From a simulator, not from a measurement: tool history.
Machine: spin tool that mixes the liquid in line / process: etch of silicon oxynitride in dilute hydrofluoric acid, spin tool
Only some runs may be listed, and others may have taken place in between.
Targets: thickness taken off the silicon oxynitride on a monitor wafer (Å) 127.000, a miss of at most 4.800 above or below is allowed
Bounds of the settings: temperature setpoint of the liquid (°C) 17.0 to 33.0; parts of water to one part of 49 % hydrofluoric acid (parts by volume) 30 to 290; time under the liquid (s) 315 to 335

run  hour  temperature setpoint of the liquid (°C)  parts of water to one part of 49 % hydrofluoric acid (parts by volume)  time under the liquid (s)  thickness taken off the silicon oxynitride on a monitor wafer (Å)
  1   0.0                                     25.0                                                                     160                        315                                                             43.486
  2   7.1                                     28.0                                                                     160                        315                                                             49.115
  3  13.2                                     28.0                                                                     160                        315                                                             50.774
  4  16.8                                     28.0                                                                     160                        315                                                             50.052
  5  22.2                                     28.0                                                                     135                        315                                                             60.015
  6  30.2                                     29.5                                                                     110                        315                                                             81.525
  7  30.8                                     30.5                                                                     100                        315                                                             97.894
  8  33.5                                     31.0                                                                      95                        315                                                            105.930

Next run, 5 choices. One meets every target within its allowed miss, the rest don't. Which?
  A  36.2                                     33.0                                                                      90                        335                                                                  ?
  B  36.2                                     32.0                                                                      95                        335                                                                  ?
  C  36.2                                     33.0                                                                      85                        335                                                                  ?
  D  36.2                                     30.5                                                                     115                        325                                                                  ?
  E  36.2                                     33.0                                                                     100                        335                                                                  ?

move  thickness taken off the silicon oxynitride on a monitor wafer (Å)
   A                                                            125.330
   B                                                            112.980
   C                                                            133.460
   D                                                             82.970
   E                                                            111.530
A: meets every target
B: gains on the last run, yet a result remains outside its allowed miss
C: takes the biggest miss from the last run beyond its target
D: further off than the last run
E: gains on the last run, yet a result remains outside its allowed miss
A meets every target.
